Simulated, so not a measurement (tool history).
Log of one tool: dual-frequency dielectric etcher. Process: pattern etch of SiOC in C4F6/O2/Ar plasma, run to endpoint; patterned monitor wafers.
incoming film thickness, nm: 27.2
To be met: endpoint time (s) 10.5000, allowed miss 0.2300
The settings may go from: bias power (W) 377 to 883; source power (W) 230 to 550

run,hour,bias power (W),source power (W),endpoint time (s)
1,0.0,630,390,7.8364
2,3.5,587,360,8.3560
3,7.8,587,410,7.9645
4,12.6,668,410,7.4130
5,21.6,619,390,7.9057
6,25.4,578,370,8.2768
7,27.2,543,350,8.6947
8,30.0,515,340,9.1085
9,34.4,493,340,9.4143
10,34.9,476,340,9.4505
11,43.6,460,340,9.6862
12,46.3,377,310,10.9970
13,55.3,384,310,10.8530
14,55.9,389,310,10.9250
15,59.3,395,310,10.8700
16,61.1,400,310,10.8730

4 next moves are on the table. One of them brings every result within its allowed miss. Which?
A,62.9,436,300,?
B,62.9,411,270,?
C,62.9,388,290,?
D,62.9,381,310,?

move,endpoint time (s)
A,10.3820
B,11.1680
C,11.1830
D,10.9900
A: meets every target
B: further off than the last run
C: further off than the last run
D: further off than the last run
Answer: A
